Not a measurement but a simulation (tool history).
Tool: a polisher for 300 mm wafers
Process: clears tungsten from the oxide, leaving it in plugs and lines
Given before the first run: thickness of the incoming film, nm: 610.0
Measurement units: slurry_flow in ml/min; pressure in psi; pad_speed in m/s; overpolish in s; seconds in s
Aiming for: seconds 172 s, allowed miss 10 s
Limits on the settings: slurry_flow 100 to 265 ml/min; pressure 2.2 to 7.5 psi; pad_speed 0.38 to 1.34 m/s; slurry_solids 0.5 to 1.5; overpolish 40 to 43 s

| run | hour | slurry_flow | pressure | pad_speed | slurry_solids | overpolish | seconds |
|---|---|---|---|---|---|---|---|
| 1 | 0 | 170 | 4.8 | 0.86 | 1 | 40 | 116.77 |
| 2 | 6.5 | 170 | 4.3 | 0.84 | 1 | 40 | 135.52 |
| 3 | 13.5 | 170 | 4.3 | 0.84 | 0.9 | 40 | 141.24 |
| 4 | 21.2 | 170 | 4.1 | 0.84 | 0.9 | 40 | 143.64 |
| 5 | 30.2 | 170 | 3.9 | 0.84 | 0.9 | 40 | 152.81 |
| 6 | 38.5 | 170 | 3.9 | 0.84 | 0.9 | 43 | 152.2 |
| 7 | 42.3 | 170 | 3.9 | 0.84 | 0.9 | 43 | 154.27 |
| 8 | 48.4 | 170 | 3.8 | 0.84 | 0.9 | 43 | 156.67 |
| 9 | 49.2 | 170 | 3.7 | 0.84 | 0.9 | 43 | 158.52 |

Which of these 4 next moves meets every target?
| A | 50 | 160 | 4.5 | 0.86 | 0.6 | 40 | ? |
| B | 50 | 110 | 4 | 0.78 | 0.85 | 43 | ? |
| C | 50 | 185 | 3.8 | 0.84 | 0.95 | 43 | ? |
| D | 50 | 155 | 3.8 | 0.9 | 0.9 | 43 | ? |

| move | seconds |
|---|---|
| A | 152.58 |
| B | 174.66 |
| C | 155.41 |
| D | 150.7 |
A: lands further from the targets than the last run did
B: in spec on every target
C: lands further from the targets than the last run did
D: lands further from the targets than the last run did
Correct choice: B, which meets every target

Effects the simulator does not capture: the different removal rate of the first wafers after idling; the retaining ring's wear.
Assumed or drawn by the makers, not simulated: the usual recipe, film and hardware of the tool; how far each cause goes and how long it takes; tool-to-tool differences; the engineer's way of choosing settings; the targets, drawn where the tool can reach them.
